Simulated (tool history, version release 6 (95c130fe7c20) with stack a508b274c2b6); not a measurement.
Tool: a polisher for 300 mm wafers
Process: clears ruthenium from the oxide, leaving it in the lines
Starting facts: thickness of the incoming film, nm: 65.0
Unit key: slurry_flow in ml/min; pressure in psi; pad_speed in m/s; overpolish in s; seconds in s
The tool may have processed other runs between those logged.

run 1 hour=0 | slurry_flow=295 pressure=1.9 pad_speed=0.84 overpolish=21 | seconds=89.789
run 2 hour=3.5 | slurry_flow=295 pressure=2 pad_speed=0.84 overpolish=21 | seconds=87.991
run 3 hour=8.1 | slurry_flow=295 pressure=2.1 pad_speed=0.84 overpolish=21 | seconds=81.552
run 4 hour=10.1 | slurry_flow=245 pressure=2.1 pad_speed=0.84 overpolish=21 | seconds=81.775
run 5 hour=17.1 | slurry_flow=245 pressure=2.2 pad_speed=0.84 overpolish=21 | seconds=81.693
run 6 hour=20.1 | slurry_flow=245 pressure=1.9 pad_speed=0.84 overpolish=21 | seconds=89.095

Run 7 is up next; what results do you expect?
run 7 hour=24.3 | slurry_flow=245 pressure=2 pad_speed=0.84 overpolish=21 | seconds=?

Run 7 gave seconds 90.714 s.
